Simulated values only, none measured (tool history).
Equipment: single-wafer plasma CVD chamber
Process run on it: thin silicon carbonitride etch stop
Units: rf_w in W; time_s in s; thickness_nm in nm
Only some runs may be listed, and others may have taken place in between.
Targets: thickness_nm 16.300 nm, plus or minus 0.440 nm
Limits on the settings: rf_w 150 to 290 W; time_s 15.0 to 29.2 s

Run 1, day 0.000: rf_w 220 W, time_s 22.1 s. Result: thickness_nm 13.494 nm.
Run 2, day 0.083: rf_w 220 W, time_s 24.4 s. Result: thickness_nm 14.910 nm.
Run 3, day 0.200: rf_w 225 W, time_s 24.6 s. Result: thickness_nm 15.003 nm.
Run 4, day 0.504: rf_w 250 W, time_s 24.6 s. Result: thickness_nm 15.508 nm.
Run 5, day 0.625: rf_w 250 W, time_s 21.5 s. Result: thickness_nm 13.484 nm.
Run 6, day 0.725: rf_w 255 W, time_s 22.2 s. Result: thickness_nm 14.080 nm.
Run 7, day 0.925: rf_w 260 W, time_s 22.7 s. Result: thickness_nm 14.482 nm.
Run 8, day 1.100: rf_w 265 W, time_s 23.1 s. Result: thickness_nm 14.767 nm.
Run 9, day 1.283: rf_w 265 W, time_s 23.5 s. Result: thickness_nm 15.111 nm.
Run 10, day 1.558: rf_w 265 W, time_s 23.8 s. Result: thickness_nm 15.240 nm.
Run 11, day 1.800: rf_w 265 W, time_s 24.0 s. Result: thickness_nm 15.485 nm.

5 candidate next runs follow, results not yet known. Just one meets every target within its allowed miss. Identify it.
Run A, day 2.042: rf_w 280 W, time_s 23.7 s. Result: thickness_nm ?.
Run B, day 2.042: rf_w 240 W, time_s 25.9 s. Result: thickness_nm ?.
Run C, day 2.042: rf_w 285 W, time_s 23.8 s. Result: thickness_nm ?.
Run D, day 2.042: rf_w 260 W, time_s 24.2 s. Result: thickness_nm ?.
Run E, day 2.042: rf_w 270 W, time_s 24.1 s. Result: thickness_nm ?.

move  thickness_nm
   A        15.417
   B        16.157
   C        15.557
   D        15.427
   E        15.522
A: its largest miss is bigger than the last run's
B: all results land within tolerance of their targets
C: nearer than the last run, and not there yet
D: its largest miss is bigger than the last run's
E: just as far off the targets as the last run
The right move is B.
